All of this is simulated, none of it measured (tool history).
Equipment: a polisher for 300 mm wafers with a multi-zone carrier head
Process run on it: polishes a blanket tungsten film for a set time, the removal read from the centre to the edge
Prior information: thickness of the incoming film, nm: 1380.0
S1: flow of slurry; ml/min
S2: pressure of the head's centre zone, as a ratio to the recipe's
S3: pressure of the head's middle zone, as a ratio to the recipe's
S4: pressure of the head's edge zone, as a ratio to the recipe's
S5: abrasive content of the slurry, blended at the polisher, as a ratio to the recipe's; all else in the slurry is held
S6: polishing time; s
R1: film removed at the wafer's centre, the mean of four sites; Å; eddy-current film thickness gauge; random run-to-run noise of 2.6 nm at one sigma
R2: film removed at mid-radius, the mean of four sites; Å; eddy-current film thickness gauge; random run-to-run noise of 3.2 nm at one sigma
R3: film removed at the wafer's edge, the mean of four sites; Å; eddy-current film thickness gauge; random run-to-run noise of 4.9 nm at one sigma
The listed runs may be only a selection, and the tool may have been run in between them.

{"run": 1, "hour": 0.0, "S1": 245, "S2": 1, "S3": 1, "S4": 1, "S5": 1, "S6": 65, "R1": 3317.6, "R2": 3280.2, "R3": 3308.3}
{"run": 2, "hour": 1.1, "S1": 195, "S2": 1, "S3": 1, "S4": 1, "S5": 1, "S6": 65, "R1": 3160.7, "R2": 3077.8, "R3": 3235.3}
{"run": 3, "hour": 8.9, "S1": 215, "S2": 1.02, "S3": 0.99, "S4": 1.04, "S5": 1.05, "S6": 65, "R1": 3359.1, "R2": 3188, "R3": 3326.5}
{"run": 4, "hour": 16.8, "S1": 215, "S2": 1.02, "S3": 0.99, "S4": 1.04, "S5": 1.05, "S6": 80, "R1": 4167, "R2": 3895.2, "R3": 4157.6}
{"run": 5, "hour": 18.0, "S1": 215, "S2": 1.02, "S3": 0.99, "S4": 1.04, "S5": 1.2, "S6": 80, "R1": 4264.2, "R2": 4035.7, "R3": 4247.3}
{"run": 6, "hour": 21.5, "S1": 215, "S2": 0.97, "S3": 0.99, "S4": 1.04, "S5": 1.2, "S6": 80, "R1": 4063.3, "R2": 4159.5, "R3": 4373.1}
{"run": 7, "hour": 30.3, "S1": 205, "S2": 0.98, "S3": 0.97, "S4": 1.01, "S5": 1.15, "S6": 80, "R1": 4067.8, "R2": 3927.2, "R3": 4188.1}

Predict the results of run 8:
{"run": 8, "hour": 32.6, "S1": 195, "S2": 0.98, "S3": 0.95, "S4": 0.99, "S5": 1.1, "S6": 80, "R1": "?", "R2": "?", "R3": "?"}

Run 8 gave R1 3965 Å, R2 3726.9 Å, R3 4064.2 Å.
